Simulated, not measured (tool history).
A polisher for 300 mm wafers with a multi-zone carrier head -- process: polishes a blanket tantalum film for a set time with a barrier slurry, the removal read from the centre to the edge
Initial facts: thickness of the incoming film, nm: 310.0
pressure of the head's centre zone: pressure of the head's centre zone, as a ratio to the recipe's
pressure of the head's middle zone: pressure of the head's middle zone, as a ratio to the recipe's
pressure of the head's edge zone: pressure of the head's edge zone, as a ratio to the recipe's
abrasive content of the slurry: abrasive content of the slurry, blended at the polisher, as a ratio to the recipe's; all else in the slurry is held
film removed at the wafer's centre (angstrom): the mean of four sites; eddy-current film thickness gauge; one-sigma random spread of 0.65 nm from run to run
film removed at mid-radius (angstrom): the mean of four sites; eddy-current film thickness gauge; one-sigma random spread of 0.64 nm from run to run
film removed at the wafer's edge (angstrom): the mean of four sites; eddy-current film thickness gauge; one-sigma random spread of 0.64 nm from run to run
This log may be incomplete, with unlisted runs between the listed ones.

run    day  flow of slurry (ml/min)  pressure of the head's centre zone  pressure of the head's middle zone  pressure of the head's edge zone  abrasive content of the slurry  polishing time (s)  film removed at the wafer's centre (angstrom)  film removed at mid-radius (angstrom)  film removed at the wafer's edge (angstrom)
  1  0.000                      215                                1.00                                1.00                              1.00                            1.00                  54                                        1099.00                                1080.80                                      1068.10
  2  0.342                      210                                0.98                                0.99                              0.98                            0.95                  54                                        1053.70                                1052.20                                      1044.50
  3  0.458                      210                                0.98                                1.04                              0.98                            0.95                  54                                        1054.10                                1111.30                                      1053.40
  4  0.775                      210                                1.05                                1.04                              0.98                            0.95                  54                                        1121.30                                1115.30                                      1046.70
  5  0.917                      205                                1.03                                1.03                              0.97                            0.90                  54                                        1087.80                                1076.80                                      1006.00
  6  1.221                      200                                1.01                                1.02                              0.97                            0.85                  54                                        1056.20                                1045.50                                      1008.40
  7  1.542                      195                                0.99                                1.01                              0.96                            0.80                  54                                         993.98                                1024.70                                       980.21
  8  1.858                      190                                0.97                                1.00                              0.95                            0.80                  54                                         995.65                                1023.60                                       966.61
  9  1.912                      185                                0.95                                0.99                              0.95                            0.75                  54                                         929.59                                 988.40                                       948.98

Run 10, settings as shown, results not yet in. Your forecast:
 10  2.188                      150                                0.87                                0.89                              0.85                            0.70                  54                                              ?                                      ?                                            ?

Run 10 yielded film removed at the wafer's centre (angstrom) 801.71, film removed at mid-radius (angstrom) 850.42, film removed at the wafer's edge (angstrom) 860.60.
